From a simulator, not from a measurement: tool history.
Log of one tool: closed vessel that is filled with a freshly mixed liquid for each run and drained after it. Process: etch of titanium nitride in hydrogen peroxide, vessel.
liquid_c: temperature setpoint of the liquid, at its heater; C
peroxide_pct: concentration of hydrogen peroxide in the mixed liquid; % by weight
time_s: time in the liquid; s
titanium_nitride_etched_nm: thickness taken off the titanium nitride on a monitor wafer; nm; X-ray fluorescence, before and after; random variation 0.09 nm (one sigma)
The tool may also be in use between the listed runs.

run 1 hour=0 | liquid_c=52 peroxide_pct=20 time_s=995 | titanium_nitride_etched_nm=34.354
run 2 hour=6 | liquid_c=48 peroxide_pct=20 time_s=995 | titanium_nitride_etched_nm=25.421
run 3 hour=10.4 | liquid_c=48 peroxide_pct=17.5 time_s=995 | titanium_nitride_etched_nm=24.788
run 4 hour=12.1 | liquid_c=48 peroxide_pct=17.5 time_s=1070 | titanium_nitride_etched_nm=27.136
run 5 hour=21.1 | liquid_c=45.5 peroxide_pct=17.5 time_s=1070 | titanium_nitride_etched_nm=22.311
run 6 hour=30 | liquid_c=48 peroxide_pct=17.5 time_s=1070 | titanium_nitride_etched_nm=27.115
run 7 hour=36.6 | liquid_c=46 peroxide_pct=17.5 time_s=1070 | titanium_nitride_etched_nm=22.885
run 8 hour=43.9 | liquid_c=44.5 peroxide_pct=17.5 time_s=1070 | titanium_nitride_etched_nm=20.638
run 9 hour=48.7 | liquid_c=43 peroxide_pct=17.5 time_s=1070 | titanium_nitride_etched_nm=18.524
run 10 hour=54.1 | liquid_c=42 peroxide_pct=17.5 time_s=1070 | titanium_nitride_etched_nm=17.198

Forecast run 11:
run 11 hour=57.6 | liquid_c=36 peroxide_pct=17.5 time_s=1070 | titanium_nitride_etched_nm=?

titanium_nitride_etched_nm: 10.748 nm
